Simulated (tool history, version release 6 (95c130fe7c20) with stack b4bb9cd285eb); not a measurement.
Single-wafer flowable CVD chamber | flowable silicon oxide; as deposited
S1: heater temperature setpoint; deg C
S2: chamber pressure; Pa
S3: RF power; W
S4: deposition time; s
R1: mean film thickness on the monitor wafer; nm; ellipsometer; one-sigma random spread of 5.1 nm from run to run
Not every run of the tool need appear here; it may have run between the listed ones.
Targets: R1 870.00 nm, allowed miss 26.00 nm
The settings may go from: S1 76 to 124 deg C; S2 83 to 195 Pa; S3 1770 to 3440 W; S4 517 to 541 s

run,hour,S1,S2,S3,S4,R1
1,0.0,100,139,2605,541,504.29
2,3.9,100,139,2605,541,496.12
3,8.7,96,139,2605,541,572.65
4,17.0,93,139,2605,541,629.16
5,21.0,90,139,2605,541,697.04
6,29.4,90,139,2605,541,702.19
7,33.5,88,139,2605,541,740.07
8,39.2,87,139,2605,541,765.19
9,41.0,86,139,2605,541,783.04

4 candidate next runs follow, results not yet known. Just one meets every target within its allowed miss. Identify it.
A,42.8,80,139,2460,541,?
B,42.8,90,167,2450,541,?
C,42.8,80,132,2270,540,?
D,42.8,82,145,2560,541,?

move,R1
A,927.17
B,818.01
C,872.64
D,915.56
A: carries the result that was furthest off beyond its target, to the other side
B: moves toward the targets from the last run without getting all of them in spec
C: all results in spec
D: carries the result that was furthest off beyond its target, to the other side
So the answer is move C, the one that meets all the targets.
